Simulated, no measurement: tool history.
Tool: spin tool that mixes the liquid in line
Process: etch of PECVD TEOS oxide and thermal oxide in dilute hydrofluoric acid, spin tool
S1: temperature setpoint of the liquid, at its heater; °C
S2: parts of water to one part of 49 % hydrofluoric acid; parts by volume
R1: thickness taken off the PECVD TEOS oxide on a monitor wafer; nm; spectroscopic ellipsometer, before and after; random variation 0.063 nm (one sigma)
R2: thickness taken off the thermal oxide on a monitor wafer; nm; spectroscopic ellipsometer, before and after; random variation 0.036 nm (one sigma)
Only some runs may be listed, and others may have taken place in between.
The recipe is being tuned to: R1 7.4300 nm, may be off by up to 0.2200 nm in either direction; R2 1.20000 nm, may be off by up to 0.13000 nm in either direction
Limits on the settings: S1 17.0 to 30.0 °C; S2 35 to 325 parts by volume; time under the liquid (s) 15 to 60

{"run": 1, "day": 0.0, "S1": 22.0, "S2": 180, "time under the liquid (s)": 30, "R1": 4.1099, "R2": 0.68135}
{"run": 2, "day": 0.283, "S1": 22.0, "S2": 180, "time under the liquid (s)": 40, "R1": 5.4819, "R2": 0.88212}
{"run": 3, "day": 0.346, "S1": 23.0, "S2": 180, "time under the liquid (s)": 40, "R1": 5.7496, "R2": 0.92388}
{"run": 4, "day": 0.708, "S1": 23.0, "S2": 215, "time under the liquid (s)": 40, "R1": 4.6204, "R2": 0.74647}
{"run": 5, "day": 1.054, "S1": 24.0, "S2": 210, "time under the liquid (s)": 40, "R1": 4.9042, "R2": 0.79408}
{"run": 6, "day": 1.121, "S1": 24.0, "S2": 210, "time under the liquid (s)": 30, "R1": 3.6559, "R2": 0.61168}
{"run": 7, "day": 1.404, "S1": 24.5, "S2": 200, "time under the liquid (s)": 30, "R1": 4.0457, "R2": 0.66918}
{"run": 8, "day": 1.683, "S1": 25.0, "S2": 195, "time under the liquid (s)": 30, "R1": 4.1662, "R2": 0.66272}
{"run": 9, "day": 1.721, "S1": 25.0, "S2": 185, "time under the liquid (s)": 30, "R1": 4.438, "R2": 0.71458}
{"run": 10, "day": 1.808, "S1": 29.0, "S2": 125, "time under the liquid (s)": 30, "R1": 8.3073, "R2": 1.3412}
{"run": 11, "day": 1.908, "S1": 28.5, "S2": 125, "time under the liquid (s)": 30, "R1": 8.0327, "R2": 1.3142}
{"run": 12, "day": 2.192, "S1": 27.5, "S2": 125, "time under the liquid (s)": 30, "R1": 7.7708, "R2": 1.2413}
{"run": 13, "day": 2.262, "S1": 26.5, "S2": 130, "time under the liquid (s)": 30, "R1": 7.18, "R2": 1.1185}

Exactly one of the 4 candidate moves below puts every result within its allowed miss. Which one?
{"run": "A", "day": 2.333, "S1": 30.0, "S2": 210, "time under the liquid (s)": 45, "R1": "?", "R2": "?"}
{"run": "B", "day": 2.333, "S1": 28.0, "S2": 120, "time under the liquid (s)": 25, "R1": "?", "R2": "?"}
{"run": "C", "day": 2.333, "S1": 29.5, "S2": 165, "time under the liquid (s)": 35, "R1": "?", "R2": "?"}
{"run": "D", "day": 2.333, "S1": 23.0, "S2": 130, "time under the liquid (s)": 35, "R1": "?", "R2": "?"}

move=A R1=6.8560 R2=1.15470
move=B R1=6.9467 R2=1.17000
move=C R1=7.0518 R2=1.18770
move=D R1=7.3205 R2=1.23290
A: its largest miss is bigger than the last run's
B: its largest miss is bigger than the last run's
C: its largest miss is bigger than the last run's
D: hits every target within its allowed miss
D is the move that brings every result within its allowed miss.
